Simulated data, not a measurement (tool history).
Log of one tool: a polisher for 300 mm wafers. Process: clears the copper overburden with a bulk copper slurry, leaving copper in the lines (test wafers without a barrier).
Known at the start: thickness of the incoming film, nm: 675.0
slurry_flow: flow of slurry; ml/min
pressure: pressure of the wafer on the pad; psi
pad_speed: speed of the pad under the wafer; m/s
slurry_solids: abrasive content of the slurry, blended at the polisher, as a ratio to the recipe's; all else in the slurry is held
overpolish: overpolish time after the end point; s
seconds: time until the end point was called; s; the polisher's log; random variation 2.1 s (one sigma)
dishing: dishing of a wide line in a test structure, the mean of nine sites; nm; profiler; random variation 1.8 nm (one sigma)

| run | hour | slurry_flow | pressure | pad_speed | slurry_solids | overpolish | seconds | dishing |
|---|---|---|---|---|---|---|---|---|
| 1 | 0.0 | 315 | 2.7 | 0.86 | 1.00 | 20 | 91.504 | 74.708 |
| 2 | 0.7 | 315 | 3.1 | 0.86 | 1.00 | 20 | 81.754 | 78.203 |
| 3 | 4.7 | 315 | 3.1 | 0.86 | 0.85 | 20 | 84.647 | 79.117 |
| 4 | 12.7 | 315 | 2.7 | 0.84 | 0.85 | 22 | 97.903 | 75.271 |
| 5 | 15.7 | 315 | 2.4 | 0.82 | 0.85 | 24 | 112.150 | 73.416 |
| 6 | 24.1 | 315 | 2.4 | 0.82 | 0.85 | 31 | 112.300 | 86.911 |

Run 7 comes next. What will it give?
| 7 | 28.0 | 315 | 2.3 | 0.82 | 0.85 | 30 | ? | ? |

{"run 7": {"seconds": 116.07, "dishing": 80.961}}

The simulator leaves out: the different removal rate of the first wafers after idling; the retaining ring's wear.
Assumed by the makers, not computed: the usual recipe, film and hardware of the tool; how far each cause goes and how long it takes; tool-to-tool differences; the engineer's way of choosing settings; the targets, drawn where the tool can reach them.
